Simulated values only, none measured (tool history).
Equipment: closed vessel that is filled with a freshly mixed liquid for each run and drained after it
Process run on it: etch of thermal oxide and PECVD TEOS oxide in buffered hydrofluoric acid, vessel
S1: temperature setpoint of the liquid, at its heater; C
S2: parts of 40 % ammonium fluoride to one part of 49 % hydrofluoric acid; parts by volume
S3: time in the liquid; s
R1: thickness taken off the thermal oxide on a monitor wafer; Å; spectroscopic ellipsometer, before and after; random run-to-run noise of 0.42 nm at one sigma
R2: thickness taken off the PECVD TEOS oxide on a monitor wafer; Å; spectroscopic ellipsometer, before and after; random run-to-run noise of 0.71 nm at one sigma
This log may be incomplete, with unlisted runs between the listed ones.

run	day	S1	S2	S3	R1	R2
1	0.000	25.0	20.0	60	422.04	606.80
2	0.212	26.5	19.5	60	464.86	689.04
3	0.296	27.0	19.0	60	492.37	713.04
4	0.608	28.0	19.0	60	516.40	756.43
5	0.942	25.5	19.0	60	455.43	658.69
6	1.133	26.5	19.0	60	479.33	702.98
7	1.346	27.5	19.0	60	504.27	738.01

What will run 8 give?
8	1.662	28.5	19.0	60	?	?

Run 8 came out at R1 530.69 Å, R2 783.91 Å.

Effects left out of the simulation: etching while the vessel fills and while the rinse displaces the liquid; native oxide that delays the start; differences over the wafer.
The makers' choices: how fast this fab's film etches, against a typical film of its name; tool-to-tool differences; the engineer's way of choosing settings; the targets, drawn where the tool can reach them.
